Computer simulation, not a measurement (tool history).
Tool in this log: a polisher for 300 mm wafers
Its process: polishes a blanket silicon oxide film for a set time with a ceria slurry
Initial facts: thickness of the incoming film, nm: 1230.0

run    day  flow of slurry (ml/min)  pressure of the wafer on the pad (kPa)  speed of the pad under the wafer (cm/s)  polishing time (s)  film removed (angstrom)
  1  0.000                      135                                    21.4                                      122                  54                   2639.0
  2  0.092                      135                                    22.8                                      122                  54                   2780.5
  3  0.288                      135                                    18.6                                      122                  54                   2505.9
  4  0.646                      120                                    18.6                                      122                  54                   2343.2
  5  0.692                      125                                    20.0                                      124                  54                   2578.2
  6  0.975                      125                                    16.5                                      124                  54                   2283.0
  7  1.067                      125                                    16.5                                      124                  54                   2273.3
  8  1.229                      130                                    18.6                                      126                  54                   2465.6
  9  1.421                      130                                    20.7                                      128                  54                   2683.0
 10  1.792                      140                                    26.9                                      136                  54                   3488.1
 11  1.892                      140                                    27.6                                      136                  54                   3564.4
 12  2.242                      140                                    28.3                                      136                  54                   3560.9
 13  2.508                      140                                    29.0                                      136                  54                   3707.0
 14  2.796                      140                                    29.6                                      136                  54                   3701.0
 15  3.088                      140                                    30.3                                      136                  54                   3904.2
 16  3.312                      140                                    31.0                                      136                  54                   3946.9

Estimate the outcome of run 17 from the log above:
 17  3.629                      140                                    32.4                                      138                  54                        ?

{"run 17": {"film removed (angstrom)": 4100.9}}

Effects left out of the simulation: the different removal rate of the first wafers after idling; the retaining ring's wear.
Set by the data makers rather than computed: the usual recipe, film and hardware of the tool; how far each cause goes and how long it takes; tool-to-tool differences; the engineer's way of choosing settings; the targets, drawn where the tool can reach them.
